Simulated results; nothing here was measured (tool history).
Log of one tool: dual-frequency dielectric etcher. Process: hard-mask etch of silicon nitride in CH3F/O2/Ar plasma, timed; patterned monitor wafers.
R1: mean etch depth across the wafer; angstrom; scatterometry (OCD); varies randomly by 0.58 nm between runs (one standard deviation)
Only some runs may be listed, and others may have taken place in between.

{"run": 1, "hour": 0.0, "source power (W)": 550, "bias power (W)": 76, "etch time (s)": 129, "R1": 1049.1}
{"run": 2, "hour": 1.1, "source power (W)": 580, "bias power (W)": 77, "etch time (s)": 129, "R1": 1084.6}
{"run": 3, "hour": 7.2, "source power (W)": 600, "bias power (W)": 77, "etch time (s)": 129, "R1": 1106.7}
{"run": 4, "hour": 16.0, "source power (W)": 620, "bias power (W)": 77, "etch time (s)": 129, "R1": 1131.9}
{"run": 5, "hour": 17.7, "source power (W)": 620, "bias power (W)": 77, "etch time (s)": 129, "R1": 1134.1}
{"run": 6, "hour": 26.3, "source power (W)": 630, "bias power (W)": 77, "etch time (s)": 129, "R1": 1140.5}
{"run": 7, "hour": 28.1, "source power (W)": 640, "bias power (W)": 77, "etch time (s)": 129, "R1": 1140.4}

What does the tool deliver on the next run?
{"run": 8, "hour": 33.2, "source power (W)": 640, "bias power (W)": 77, "etch time (s)": 129, "R1": "?"}

Logged for run 8: R1 1145.1 angstrom.
